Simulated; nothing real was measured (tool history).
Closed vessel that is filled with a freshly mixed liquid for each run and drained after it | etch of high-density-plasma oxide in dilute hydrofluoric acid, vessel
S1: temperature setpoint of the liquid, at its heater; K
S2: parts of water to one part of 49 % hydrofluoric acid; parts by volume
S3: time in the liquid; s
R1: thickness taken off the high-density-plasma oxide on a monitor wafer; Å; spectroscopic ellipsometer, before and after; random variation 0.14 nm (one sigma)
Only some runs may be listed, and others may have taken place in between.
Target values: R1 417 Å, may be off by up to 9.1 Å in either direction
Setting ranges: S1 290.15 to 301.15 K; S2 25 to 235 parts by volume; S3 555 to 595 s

Run 1, hour 0: S1 293.15 K, S2 130 parts by volume, S3 555 s. Result: R1 186.5 Å.
Run 2, hour 6: S1 293.15 K, S2 85 parts by volume, S3 555 s. Result: R1 299.1 Å.
Run 3, hour 12.4: S1 293.15 K, S2 85 parts by volume, S3 555 s. Result: R1 299.71 Å.
Run 4, hour 19.2: S1 293.15 K, S2 50 parts by volume, S3 555 s. Result: R1 526.96 Å.
Run 5, hour 27.1: S1 292.65 K, S2 50 parts by volume, S3 555 s. Result: R1 519.08 Å.
Run 6, hour 33.6: S1 292.65 K, S2 50 parts by volume, S3 595 s. Result: R1 554.51 Å.
Run 7, hour 36: S1 292.15 K, S2 55 parts by volume, S3 595 s. Result: R1 492.13 Å.
Run 8, hour 42.6: S1 291.65 K, S2 55 parts by volume, S3 595 s. Result: R1 479.03 Å.
Run 9, hour 49.2: S1 291.15 K, S2 55 parts by volume, S3 595 s. Result: R1 470 Å.

5 candidate next runs follow, results not yet known. Just one meets every target within its allowed miss. Identify it.
Run A, hour 55.8: S1 293.15 K, S2 55 parts by volume, S3 590 s. Result: R1 ?.
Run B, hour 55.8: S1 290.65 K, S2 45 parts by volume, S3 565 s. Result: R1 ?.
Run C, hour 55.8: S1 293.15 K, S2 65 parts by volume, S3 575 s. Result: R1 ?.
Run D, hour 55.8: S1 291.15 K, S2 65 parts by volume, S3 595 s. Result: R1 ?.
Run E, hour 55.8: S1 292.15 K, S2 60 parts by volume, S3 590 s. Result: R1 ?.

move      R1
   A  508.14
   B  540.53
   C  414.09
   D  393.67
   E  443.83
A: further off than the last run
B: further off than the last run
C: hits every target within its allowed miss
D: moves the result that the last run missed by most past its target, out the other side
E: moves toward the targets from the last run without getting all of them in spec
C is the move that brings every result within its allowed miss.
